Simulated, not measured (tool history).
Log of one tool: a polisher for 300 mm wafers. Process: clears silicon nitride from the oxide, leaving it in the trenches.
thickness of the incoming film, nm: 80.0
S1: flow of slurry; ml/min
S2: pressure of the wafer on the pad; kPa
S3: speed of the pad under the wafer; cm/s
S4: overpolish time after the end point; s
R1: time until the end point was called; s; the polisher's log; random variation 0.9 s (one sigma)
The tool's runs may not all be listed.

run 1 hour=0.0 | S1=125 S2=19.3 S3=114 S4=3 | R1=82.331
run 2 hour=3.8 | S1=125 S2=22.1 S3=114 S4=3 | R1=71.197
run 3 hour=6.9 | S1=120 S2=21.4 S3=114 S4=3 | R1=75.026
run 4 hour=8.5 | S1=120 S2=21.4 S3=114 S4=3 | R1=73.761
run 5 hour=11.2 | S1=120 S2=21.4 S3=114 S4=3 | R1=75.072
run 6 hour=15.9 | S1=115 S2=20.7 S3=114 S4=3 | R1=76.508
run 7 hour=16.6 | S1=115 S2=20.0 S3=114 S4=3 | R1=80.995
run 8 hour=17.5 | S1=110 S2=19.3 S3=114 S4=3 | R1=84.282
run 9 hour=24.6 | S1=110 S2=18.6 S3=114 S4=3 | R1=88.186

Run 10 comes next. What will it give?
run 10 hour=27.0 | S1=110 S2=18.6 S3=114 S4=3 | R1=?

Run 10 gave R1 87.320 s.
